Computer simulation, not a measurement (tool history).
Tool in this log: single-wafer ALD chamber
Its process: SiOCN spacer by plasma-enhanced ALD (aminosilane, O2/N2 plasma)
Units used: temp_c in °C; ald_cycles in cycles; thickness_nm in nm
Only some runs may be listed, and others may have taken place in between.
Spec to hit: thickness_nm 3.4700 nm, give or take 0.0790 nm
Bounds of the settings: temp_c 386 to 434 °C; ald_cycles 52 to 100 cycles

| run | hour | temp_c | ald_cycles | thickness_nm |
|---|---|---|---|---|
| 1 | 0.0 | 410 | 76 | 4.1572 |
| 2 | 4.0 | 402 | 76 | 4.2128 |
| 3 | 6.6 | 402 | 83 | 4.5900 |
| 4 | 8.4 | 402 | 93 | 5.1932 |
| 5 | 16.4 | 404 | 86 | 4.7384 |
| 6 | 17.0 | 404 | 78 | 4.3285 |
| 7 | 23.9 | 406 | 74 | 4.1001 |
|  | 26.0 | thermocouple changed; heater temperature recalibrated |
| 8 | 26.0 | 407 | 71 | 3.8855 |

Exactly one of the 4 candidate moves below puts every result within its allowed miss. Which one?
| A | 28.1 | 409 | 64 | ? |
| B | 28.1 | 413 | 76 | ? |
| C | 28.1 | 396 | 80 | ? |
| D | 28.1 | 420 | 78 | ? |

| move | thickness_nm |
|---|---|
| A | 3.4523 |
| B | 4.0447 |
| C | 4.4340 |
| D | 4.0526 |
A: in spec on every target
B: lands further from the targets than the last run did
C: lands further from the targets than the last run did
D: lands further from the targets than the last run did
A is the move that brings every result within its allowed miss.
